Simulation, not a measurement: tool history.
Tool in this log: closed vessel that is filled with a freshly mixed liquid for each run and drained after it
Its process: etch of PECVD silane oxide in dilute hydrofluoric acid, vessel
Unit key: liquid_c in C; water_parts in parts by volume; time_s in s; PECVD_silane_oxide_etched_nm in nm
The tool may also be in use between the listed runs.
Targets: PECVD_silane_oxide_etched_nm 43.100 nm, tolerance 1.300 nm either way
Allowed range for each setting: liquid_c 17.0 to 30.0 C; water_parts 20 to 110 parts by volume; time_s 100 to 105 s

run    day  liquid_c  water_parts  time_s  PECVD_silane_oxide_etched_nm
  1  0.000      22.0           60     100                        77.071
  2  0.262      20.5           65     100                        66.045
  3  0.400      19.5           70     100                        59.352
  4  0.758      19.5           50     100                        85.456
  5  1.075      18.5           60     100                        66.499
  6  1.288      18.5           60     105                        70.579
  7  1.638      18.0           65     105                        62.877
  8  2.008      17.5           70     105                        57.981
  9  2.138      17.5           75     105                        52.744
 10  2.242      17.5           80     105                        49.302
 11  2.629      17.0           85     105                        44.899

4 next moves are on the table. One of them brings every result within its allowed miss. Which?
  A  3.017      17.0           95     105                             ?
  B  3.017      18.5           90     100                             ?
  C  3.017      18.5          100     105                             ?
  D  3.017      17.5           95     100                             ?

move  PECVD_silane_oxide_etched_nm
   A                        40.281
   B                        43.365
   C                        40.538
   D                        39.181
A: takes the result that was furthest off past its target
B: all results land within tolerance of their targets
C: takes the result that was furthest off past its target
D: takes the result that was furthest off past its target
Move B is the one to make.
